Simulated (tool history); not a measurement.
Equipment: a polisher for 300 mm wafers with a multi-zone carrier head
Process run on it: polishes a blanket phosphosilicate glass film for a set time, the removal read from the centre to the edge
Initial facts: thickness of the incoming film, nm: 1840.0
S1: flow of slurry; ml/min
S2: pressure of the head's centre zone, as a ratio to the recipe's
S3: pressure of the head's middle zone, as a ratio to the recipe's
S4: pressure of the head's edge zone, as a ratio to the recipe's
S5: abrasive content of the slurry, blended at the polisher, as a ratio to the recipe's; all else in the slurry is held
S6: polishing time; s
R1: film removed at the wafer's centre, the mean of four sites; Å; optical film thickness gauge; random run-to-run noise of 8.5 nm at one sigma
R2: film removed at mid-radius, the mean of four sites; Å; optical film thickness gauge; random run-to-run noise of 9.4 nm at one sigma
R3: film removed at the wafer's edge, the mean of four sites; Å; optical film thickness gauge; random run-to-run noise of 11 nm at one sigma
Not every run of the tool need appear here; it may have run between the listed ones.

{"run": 1, "day": 0.0, "S1": 190, "S2": 1, "S3": 1, "S4": 1, "S5": 1, "S6": 64, "R1": 6653.3, "R2": 6770.7, "R3": 6655.1}
{"run": 2, "day": 0.175, "S1": 190, "S2": 0.99, "S3": 0.99, "S4": 1.02, "S5": 1.05, "S6": 64, "R1": 6858.5, "R2": 6877.5, "R3": 6955.8}
{"run": 3, "day": 0.412, "S1": 190, "S2": 0.99, "S3": 0.99, "S4": 1.05, "S5": 1.05, "S6": 64, "R1": 6883, "R2": 6859.2, "R3": 7066.2}
{"run": 4, "day": 0.692, "S1": 190, "S2": 0.98, "S3": 0.99, "S4": 1.07, "S5": 1.1, "S6": 64, "R1": 6969.8, "R2": 7144.4, "R3": 7180.3}
{"run": 5, "day": 0.721, "S1": 190, "S2": 0.98, "S3": 1.06, "S4": 1.07, "S5": 1.1, "S6": 64, "R1": 6866.8, "R2": 7623.1, "R3": 7291.5}
{"day": 0.842, "done": "edge zone pressure recalibrated"}
{"run": 6, "day": 0.842, "S1": 190, "S2": 0.98, "S3": 1.06, "S4": 1.07, "S5": 0.95, "S6": 64, "R1": 6206.6, "R2": 6981.9, "R3": 6775}
{"run": 7, "day": 0.983, "S1": 180, "S2": 0.9, "S3": 0.96, "S4": 1.17, "S5": 1.2, "S6": 69, "R1": 7117, "R2": 7977.8, "R3": 8901.1}

Run 8 is up next; what results do you expect?
{"run": 8, "day": 1.117, "S1": 185, "S2": 0.9, "S3": 0.95, "S4": 1.17, "S5": 1.2, "S6": 69, "R1": "?", "R2": "?", "R3": "?"}

{"run 8": {"R1": 7199.8, "R2": 7646.2, "R3": 8857}}

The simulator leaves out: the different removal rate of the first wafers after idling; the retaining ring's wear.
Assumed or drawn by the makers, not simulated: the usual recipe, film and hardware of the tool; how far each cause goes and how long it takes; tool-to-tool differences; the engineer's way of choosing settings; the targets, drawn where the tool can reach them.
